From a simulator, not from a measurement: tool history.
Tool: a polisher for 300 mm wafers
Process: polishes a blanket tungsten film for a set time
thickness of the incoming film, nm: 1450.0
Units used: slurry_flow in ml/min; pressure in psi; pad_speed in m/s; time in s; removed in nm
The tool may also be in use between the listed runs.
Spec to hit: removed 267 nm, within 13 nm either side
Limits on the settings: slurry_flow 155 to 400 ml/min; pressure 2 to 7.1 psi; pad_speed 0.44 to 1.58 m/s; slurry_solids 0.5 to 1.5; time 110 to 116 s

run  hour  slurry_flow  pressure  pad_speed  slurry_solids  time  removed
  1     0          255       4.5          1              1   110   542.17
  2   1.4          255       3.7       0.94              1   110   429.43
  3   7.9          255       3.7       0.94              1   110    435.1
  4  14.3          255       4.4       0.94              1   110   505.72
  5  17.5          300       4.4       0.94              1   110   517.96
  6  22.8          295       3.6        0.9              1   110   408.59
  7  23.3          295       3.1       0.88              1   110   352.27
     30.6  -- slurry blender recalibrated
  8  30.6          295       2.8       0.88              1   110   338.32
  9  38.9          295       2.6       0.86              1   110    306.5

Of the 5 settings listed for the next run, only one would bring every result within its allowed miss of target. Which one?
  A  47.2          290       3.1       0.88           1.05   116        ?
  B  47.2          340       3.9       0.52           0.85   110        ?
  C  47.2          265         2       0.88            0.9   110        ?
  D  47.2          300       2.7        0.9            0.9   114        ?
  E  47.2          310       2.9       0.84            1.1   111        ?

move  removed
   A   393.67
   B   267.14
   C   247.85
   D   340.26
   E   345.04
A: the biggest miss grows against the last run
B: every result lands within tolerance
C: carries the result that was furthest off beyond its target, to the other side
D: the biggest miss grows against the last run
E: the biggest miss grows against the last run
So the answer is move B, the one that meets all the targets.
